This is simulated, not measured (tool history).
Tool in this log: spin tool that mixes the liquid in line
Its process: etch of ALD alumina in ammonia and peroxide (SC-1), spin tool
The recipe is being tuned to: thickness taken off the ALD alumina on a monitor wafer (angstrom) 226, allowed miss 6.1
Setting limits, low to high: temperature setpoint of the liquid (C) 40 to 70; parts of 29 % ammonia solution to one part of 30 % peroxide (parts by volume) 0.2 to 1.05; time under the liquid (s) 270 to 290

| run | hour | temperature setpoint of the liquid (C) | parts of 29 % ammonia solution to one part of 30 % peroxide (parts by volume) | time under the liquid (s) | thickness taken off the ALD alumina on a monitor wafer (angstrom) |
|---|---|---|---|---|---|
| 1 | 0 | 56 | 0.55 | 270 | 196.17 |
| 2 | 7.9 | 52 | 0.55 | 270 | 157.48 |
| 3 | 10.4 | 54 | 0.55 | 270 | 175.37 |
| 4 | 16.7 | 54 | 0.4 | 270 | 169.1 |
| 5 | 22.5 | 54 | 0.4 | 270 | 170.14 |
| 6 | 26.7 | 55.5 | 0.4 | 270 | 185.04 |
| 7 | 30.5 | 56.5 | 0.4 | 270 | 194.15 |
| 8 | 34.6 | 57.5 | 0.4 | 270 | 207.52 |
| 9 | 41.5 | 58 | 0.4 | 270 | 213 |
| 10 | 48.7 | 58.5 | 0.4 | 270 | 214.82 |

Consider the 5 candidate settings below. Which is the only one whose results all fall within their allowed miss of target?
| A | 55.9 | 57.5 | 0.2 | 290 | ? |
| B | 55.9 | 58.5 | 0.3 | 290 | ? |
| C | 55.9 | 57 | 0.2 | 290 | ? |
| D | 55.9 | 57.5 | 0.35 | 270 | ? |
| E | 55.9 | 60.5 | 0.4 | 270 | ? |

| move | thickness taken off the ALD alumina on a monitor wafer (angstrom) |
|---|---|
| A | 209.24 |
| B | 229.09 |
| C | 203.83 |
| D | 205.44 |
| E | 242.98 |
A: moves away from the targets compared with the last run
B: in spec on every target
C: moves away from the targets compared with the last run
D: moves away from the targets compared with the last run
E: carries the result that was furthest off beyond its target, to the other side
Correct choice: B, which meets every target
